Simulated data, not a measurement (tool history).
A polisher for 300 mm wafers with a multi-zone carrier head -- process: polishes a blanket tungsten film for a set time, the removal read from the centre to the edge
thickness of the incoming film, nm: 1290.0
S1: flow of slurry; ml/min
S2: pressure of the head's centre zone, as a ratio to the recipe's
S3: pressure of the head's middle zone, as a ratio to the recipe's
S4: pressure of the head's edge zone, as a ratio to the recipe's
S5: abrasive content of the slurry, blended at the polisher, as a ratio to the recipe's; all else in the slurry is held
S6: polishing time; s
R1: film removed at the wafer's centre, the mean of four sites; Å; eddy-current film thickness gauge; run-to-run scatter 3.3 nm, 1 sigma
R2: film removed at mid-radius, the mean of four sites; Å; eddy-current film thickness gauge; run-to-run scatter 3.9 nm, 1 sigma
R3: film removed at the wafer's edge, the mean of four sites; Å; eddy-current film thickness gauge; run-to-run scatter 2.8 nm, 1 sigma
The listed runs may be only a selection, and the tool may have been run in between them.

| run | day | S1 | S2 | S3 | S4 | S5 | S6 | R1 | R2 | R3 |
|---|---|---|---|---|---|---|---|---|---|---|
| 1 | 0.000 | 305 | 1.00 | 1.00 | 1.00 | 1.00 | 69 | 3335.5 | 3322.7 | 3635.9 |
| 2 | 0.188 | 305 | 1.00 | 1.00 | 1.04 | 1.00 | 69 | 3424.0 | 3317.3 | 3616.3 |
| 3 | 0.358 | 305 | 0.99 | 1.01 | 1.03 | 0.95 | 68 | 3267.4 | 3239.8 | 3541.1 |
| 4 | 0.433 | 305 | 0.98 | 1.03 | 1.02 | 0.90 | 67 | 3115.2 | 3235.4 | 3454.1 |
| 5 | 0.608 | 305 | 0.98 | 1.03 | 1.02 | 0.90 | 74 | 3408.9 | 3498.5 | 3826.0 |
| 6 | 0.762 | 305 | 0.98 | 1.03 | 1.02 | 0.75 | 74 | 3314.3 | 3503.3 | 3652.7 |
| 7 | 0.862 | 305 | 0.97 | 1.03 | 1.01 | 0.70 | 73 | 3218.8 | 3426.9 | 3591.8 |

Estimate the outcome of run 8 from the log above:
| 8 | 0.954 | 305 | 0.96 | 1.04 | 1.01 | 0.70 | 71 | ? | ? | ? |

R1: 3121.6 Å
R2: 3300.1 Å
R3: 3484.4 Å
